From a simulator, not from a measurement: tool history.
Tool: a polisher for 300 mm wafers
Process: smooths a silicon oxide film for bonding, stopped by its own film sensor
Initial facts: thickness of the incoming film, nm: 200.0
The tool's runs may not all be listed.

run,hour,flow of slurry (ml/min),pressure of the wafer on the pad (kPa),speed of the pad under the wafer (cm/s),abrasive content of the slurry,target thickness at which the film sensor stops the polish (angstrom),time until the film sensor stopped the polish (s)
1,0,280,9.7,86,1,1830,31.114
2,7.1,280,9,84,1,1830,34.768
3,8.6,280,9,84,1.2,1830,30.316
4,12.5,280,9,84,1.2,1850,27.772
5,21.4,315,9,84,1.2,1850,28.128
6,30.3,315,8.3,78,1.2,1850,31.279
7,32.5,315,7.6,72,1.2,1850,35.998
8,35.8,315,6.9,68,1.2,1850,40.122

The next listed run, before its measurement:
9,39.5,315,6.2,66,1.2,1850,?

{"run 9": {"time until the film sensor stopped the polish (s)": 45.028}}
